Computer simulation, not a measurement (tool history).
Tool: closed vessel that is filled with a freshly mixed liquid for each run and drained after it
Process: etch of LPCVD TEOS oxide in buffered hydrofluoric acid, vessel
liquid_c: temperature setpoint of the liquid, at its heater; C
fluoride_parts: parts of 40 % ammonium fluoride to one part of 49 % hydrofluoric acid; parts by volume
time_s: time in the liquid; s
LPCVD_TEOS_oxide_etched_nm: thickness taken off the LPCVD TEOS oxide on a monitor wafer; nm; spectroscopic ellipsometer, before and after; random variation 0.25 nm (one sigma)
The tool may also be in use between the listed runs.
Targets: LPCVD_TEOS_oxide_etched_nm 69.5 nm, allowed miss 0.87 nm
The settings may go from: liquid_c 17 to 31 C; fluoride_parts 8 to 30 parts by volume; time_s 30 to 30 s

run 1 hour=0 | liquid_c=23 fluoride_parts=22.5 time_s=30 | LPCVD_TEOS_oxide_etched_nm=54.973
run 2 hour=3.7 | liquid_c=23.5 fluoride_parts=22.5 time_s=30 | LPCVD_TEOS_oxide_etched_nm=56.05
run 3 hour=11.8 | liquid_c=23.5 fluoride_parts=22.5 time_s=30 | LPCVD_TEOS_oxide_etched_nm=56.768
run 4 hour=18.8 | liquid_c=24 fluoride_parts=22.5 time_s=30 | LPCVD_TEOS_oxide_etched_nm=57.801
run 5 hour=21.4 | liquid_c=24.5 fluoride_parts=22.5 time_s=30 | LPCVD_TEOS_oxide_etched_nm=59.295
run 6 hour=25.1 | liquid_c=24.5 fluoride_parts=27 time_s=30 | LPCVD_TEOS_oxide_etched_nm=52.498
run 7 hour=31.8 | liquid_c=24.5 fluoride_parts=27 time_s=30 | LPCVD_TEOS_oxide_etched_nm=52.304
run 8 hour=37.7 | liquid_c=25.5 fluoride_parts=27 time_s=30 | LPCVD_TEOS_oxide_etched_nm=55.379
run 9 hour=42.2 | liquid_c=26 fluoride_parts=27 time_s=30 | LPCVD_TEOS_oxide_etched_nm=56.733
run 10 hour=45.7 | liquid_c=26.5 fluoride_parts=27 time_s=30 | LPCVD_TEOS_oxide_etched_nm=58.25
run 11 hour=53.9 | liquid_c=27 fluoride_parts=27 time_s=30 | LPCVD_TEOS_oxide_etched_nm=60.116
run 12 hour=55.3 | liquid_c=27.5 fluoride_parts=27 time_s=30 | LPCVD_TEOS_oxide_etched_nm=61.871
run 13 hour=58.4 | liquid_c=28 fluoride_parts=27 time_s=30 | LPCVD_TEOS_oxide_etched_nm=63.075
run 14 hour=62 | liquid_c=28.5 fluoride_parts=27 time_s=30 | LPCVD_TEOS_oxide_etched_nm=64.985
run 15 hour=65.1 | liquid_c=29 fluoride_parts=27 time_s=30 | LPCVD_TEOS_oxide_etched_nm=66.857

5 next moves are on the table. One of them brings every result within its allowed miss. Which?
run A hour=68.2 | liquid_c=31 fluoride_parts=30 time_s=30 | LPCVD_TEOS_oxide_etched_nm=?
run B hour=68.2 | liquid_c=29 fluoride_parts=24.5 time_s=30 | LPCVD_TEOS_oxide_etched_nm=?
run C hour=68.2 | liquid_c=29 fluoride_parts=24 time_s=30 | LPCVD_TEOS_oxide_etched_nm=?
run D hour=68.2 | liquid_c=28.5 fluoride_parts=23.5 time_s=30 | LPCVD_TEOS_oxide_etched_nm=?
run E hour=68.2 | liquid_c=30 fluoride_parts=26.5 time_s=30 | LPCVD_TEOS_oxide_etched_nm=?

move=A LPCVD_TEOS_oxide_etched_nm=69.572
move=B LPCVD_TEOS_oxide_etched_nm=71.816
move=C LPCVD_TEOS_oxide_etched_nm=72.836
move=D LPCVD_TEOS_oxide_etched_nm=71.95
move=E LPCVD_TEOS_oxide_etched_nm=71.786
A: meets every target
B: takes the result that was furthest off past its target
C: takes the result that was furthest off past its target
D: takes the result that was furthest off past its target
E: takes the result that was furthest off past its target
The right move is A.
